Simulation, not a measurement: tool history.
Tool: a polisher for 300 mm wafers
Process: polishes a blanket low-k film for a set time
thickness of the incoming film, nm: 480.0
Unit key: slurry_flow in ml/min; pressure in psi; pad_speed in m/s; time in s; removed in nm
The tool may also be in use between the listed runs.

run 1 hour=0.0 | slurry_flow=210 pressure=2.1 pad_speed=0.82 slurry_solids=1.00 time=111 | removed=49.698
run 2 hour=6.4 | slurry_flow=210 pressure=2.1 pad_speed=0.64 slurry_solids=1.00 time=111 | removed=40.265
run 3 hour=7.8 | slurry_flow=210 pressure=2.1 pad_speed=0.64 slurry_solids=0.85 time=111 | removed=37.085
run 4 hour=15.5 | slurry_flow=210 pressure=2.3 pad_speed=0.66 slurry_solids=0.85 time=111 | removed=41.620
run 5 hour=22.5 | slurry_flow=175 pressure=2.3 pad_speed=0.66 slurry_solids=0.85 time=111 | removed=41.299
run 6 hour=29.4 | slurry_flow=175 pressure=2.3 pad_speed=0.66 slurry_solids=0.85 time=111 | removed=41.228
run 7 hour=32.4 | slurry_flow=175 pressure=2.5 pad_speed=0.68 slurry_solids=0.85 time=111 | removed=46.614
run 8 hour=40.4 | slurry_flow=175 pressure=2.5 pad_speed=0.68 slurry_solids=0.85 time=111 | removed=45.349
run 9 hour=44.6 | slurry_flow=175 pressure=2.6 pad_speed=0.70 slurry_solids=0.85 time=111 | removed=48.665
run 10 hour=48.0 | slurry_flow=175 pressure=2.7 pad_speed=0.72 slurry_solids=0.85 time=111 | removed=51.185
run 11 hour=53.6 | slurry_flow=175 pressure=2.8 pad_speed=0.74 slurry_solids=0.85 time=111 | removed=54.407
run 12 hour=55.7 | slurry_flow=175 pressure=2.8 pad_speed=0.74 slurry_solids=0.85 time=111 | removed=53.843
run 13 hour=59.3 | slurry_flow=175 pressure=2.9 pad_speed=0.76 slurry_solids=0.85 time=111 | removed=58.083

Forecast run 14:
run 14 hour=67.4 | slurry_flow=175 pressure=3.0 pad_speed=0.76 slurry_solids=0.85 time=111 | removed=?

Run 14 yielded removed 58.979 nm.
